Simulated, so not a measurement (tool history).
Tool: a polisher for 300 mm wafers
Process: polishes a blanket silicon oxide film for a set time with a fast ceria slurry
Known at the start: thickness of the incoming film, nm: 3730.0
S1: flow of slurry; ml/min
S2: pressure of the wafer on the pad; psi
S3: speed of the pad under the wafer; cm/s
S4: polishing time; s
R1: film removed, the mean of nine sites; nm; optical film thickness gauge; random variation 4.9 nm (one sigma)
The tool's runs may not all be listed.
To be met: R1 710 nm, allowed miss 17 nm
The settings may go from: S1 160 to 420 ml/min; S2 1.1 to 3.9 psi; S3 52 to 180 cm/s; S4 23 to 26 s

{"run": 1, "hour": 0.0, "S1": 270, "S2": 2.5, "S3": 116, "S4": 26, "R1": 415.18}
{"run": 2, "hour": 4.5, "S1": 275, "S2": 2.9, "S3": 116, "S4": 26, "R1": 473.72}
{"run": 3, "hour": 9.7, "S1": 275, "S2": 2.3, "S3": 116, "S4": 26, "R1": 384.81}
{"run": 4, "hour": 13.1, "S1": 275, "S2": 2.3, "S3": 96, "S4": 26, "R1": 323.99}
{"run": 5, "hour": 17.9, "S1": 280, "S2": 2.8, "S3": 104, "S4": 26, "R1": 412.57}
{"run": 6, "hour": 19.3, "S1": 280, "S2": 2.5, "S3": 104, "S4": 26, "R1": 375.65}
{"run": 7, "hour": 21.6, "S1": 280, "S2": 2.5, "S3": 104, "S4": 26, "R1": 377.31}
{"run": 8, "hour": 26.9, "S1": 300, "S2": 2.9, "S3": 108, "S4": 26, "R1": 449.62}
{"run": 9, "hour": 34.6, "S1": 300, "S2": 3.6, "S3": 122, "S4": 26, "R1": 614.15}
{"run": 10, "hour": 38.5, "S1": 300, "S2": 3.7, "S3": 124, "S4": 26, "R1": 632.48}
{"run": 11, "hour": 46.8, "S1": 305, "S2": 3.8, "S3": 126, "S4": 26, "R1": 659.44}

4 next moves are on the table. One of them brings every result within its allowed miss. Which?
{"run": "A", "hour": 55.1, "S1": 305, "S2": 3.9, "S3": 132, "S4": 26, "R1": "?"}
{"run": "B", "hour": 55.1, "S1": 320, "S2": 3.8, "S3": 118, "S4": 25, "R1": "?"}
{"run": "C", "hour": 55.1, "S1": 320, "S2": 3.5, "S3": 132, "S4": 23, "R1": "?"}
{"run": "D", "hour": 55.1, "S1": 310, "S2": 3.4, "S3": 140, "S4": 25, "R1": "?"}

move=A R1=712.36
move=B R1=602.52
move=C R1=573.73
move=D R1=641.51
A: meets every target
B: further off than the last run
C: further off than the last run
D: further off than the last run
Move A is the one to make.
